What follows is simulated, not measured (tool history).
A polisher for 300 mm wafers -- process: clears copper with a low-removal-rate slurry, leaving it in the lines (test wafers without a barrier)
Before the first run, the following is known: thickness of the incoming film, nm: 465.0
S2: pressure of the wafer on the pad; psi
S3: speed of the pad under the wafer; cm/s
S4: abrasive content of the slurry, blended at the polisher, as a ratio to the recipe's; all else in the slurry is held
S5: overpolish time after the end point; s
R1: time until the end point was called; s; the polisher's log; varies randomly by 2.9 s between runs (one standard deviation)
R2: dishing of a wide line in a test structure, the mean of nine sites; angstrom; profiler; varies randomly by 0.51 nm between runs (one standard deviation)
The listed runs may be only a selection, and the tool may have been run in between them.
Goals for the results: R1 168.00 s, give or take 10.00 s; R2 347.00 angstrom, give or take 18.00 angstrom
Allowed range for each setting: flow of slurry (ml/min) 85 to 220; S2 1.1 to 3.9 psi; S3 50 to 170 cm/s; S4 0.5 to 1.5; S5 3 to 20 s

run 1 hour=0.0 | flow_of_slurry_(ml/min)=140 S2=2.5 S3=110 S4=1.0 S5=10 | R1=151.12 R2=248.32
run 2 hour=4.8 | flow_of_slurry_(ml/min)=140 S2=2.5 S3=110 S4=1.0 S5=6 | R1=146.14 R2=154.55
run 3 hour=11.0 | flow_of_slurry_(ml/min)=175 S2=2.5 S3=110 S4=1.0 S5=6 | R1=149.39 R2=166.05
run 4 hour=16.4 | flow_of_slurry_(ml/min)=180 S2=2.5 S3=110 S4=1.0 S5=8 | R1=142.28 R2=210.57
run 5 hour=21.1 | flow_of_slurry_(ml/min)=170 S2=2.4 S3=110 S4=1.0 S5=10 | R1=152.30 R2=238.32
run 6 hour=24.5 | flow_of_slurry_(ml/min)=170 S2=2.4 S3=110 S4=1.0 S5=7 | R1=151.53 R2=181.75
run 7 hour=32.5 | flow_of_slurry_(ml/min)=165 S2=2.3 S3=112 S4=1.0 S5=9 | R1=155.14 R2=217.78
run 8 hour=36.7 | flow_of_slurry_(ml/min)=160 S2=2.2 S3=114 S4=1.0 S5=10 | R1=162.15 R2=229.14
run 9 hour=38.4 | flow_of_slurry_(ml/min)=160 S2=2.2 S3=114 S4=1.0 S5=11 | R1=158.49 R2=246.42
run 10 hour=45.7 | flow_of_slurry_(ml/min)=160 S2=2.2 S3=112 S4=1.0 S5=12 | R1=161.87 R2=265.27
run 11 hour=49.0 | flow_of_slurry_(ml/min)=160 S2=2.2 S3=112 S4=1.0 S5=13 | R1=163.88 R2=282.10
run 12 hour=54.7 | flow_of_slurry_(ml/min)=160 S2=2.2 S3=112 S4=1.0 S5=14 | R1=162.48 R2=304.91
run 13 hour=58.0 | flow_of_slurry_(ml/min)=160 S2=2.2 S3=112 S4=1.0 S5=15 | R1=164.31 R2=314.65

Next run, 4 choices. One meets every target within its allowed miss, the rest don't. Which?
run A hour=61.3 | flow_of_slurry_(ml/min)=165 S2=2.4 S3=114 S4=1.1 S5=12 | R1=? R2=?
run B hour=61.3 | flow_of_slurry_(ml/min)=160 S2=2.5 S3=104 S4=1.0 S5=12 | R1=? R2=?
run C hour=61.3 | flow_of_slurry_(ml/min)=185 S2=1.8 S3=124 S4=1.3 S5=17 | R1=? R2=?
run D hour=61.3 | flow_of_slurry_(ml/min)=95 S2=2.6 S3=114 S4=1.5 S5=16 | R1=? R2=?

move=A R1=145.44 R2=296.78
move=B R1=153.10 R2=284.82
move=C R1=169.63 R2=340.53
move=D R1=139.31 R2=391.52
A: lands further from the targets than the last run did
B: lands further from the targets than the last run did
C: all results land within tolerance of their targets
D: takes the biggest miss from the last run beyond its target
So the answer is move C, the one that meets all the targets.
